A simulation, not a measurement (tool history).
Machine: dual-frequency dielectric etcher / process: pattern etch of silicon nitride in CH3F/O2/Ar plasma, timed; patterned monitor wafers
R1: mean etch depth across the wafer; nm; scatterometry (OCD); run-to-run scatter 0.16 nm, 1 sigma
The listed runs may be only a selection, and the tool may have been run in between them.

{"run": 1, "hour": 0.0, "source power (W)": 390, "bias power (W)": 57, "etch time (s)": 47, "R1": 30.73}
{"run": 2, "hour": 7.9, "source power (W)": 420, "bias power (W)": 57, "etch time (s)": 47, "R1": 31.1}
{"run": 3, "hour": 14.1, "source power (W)": 420, "bias power (W)": 57, "etch time (s)": 47, "R1": 31.065}
{"run": 4, "hour": 15.4, "source power (W)": 420, "bias power (W)": 57, "etch time (s)": 43, "R1": 28.609}
{"run": 5, "hour": 17.2, "source power (W)": 390, "bias power (W)": 57, "etch time (s)": 43, "R1": 28.103}
{"run": 6, "hour": 18.3, "source power (W)": 360, "bias power (W)": 55, "etch time (s)": 43, "R1": 26.978}

Predict the results of run 7:
{"run": 7, "hour": 26.4, "source power (W)": 360, "bias power (W)": 55, "etch time (s)": 43, "R1": "?"}

R1: 27.199 nm
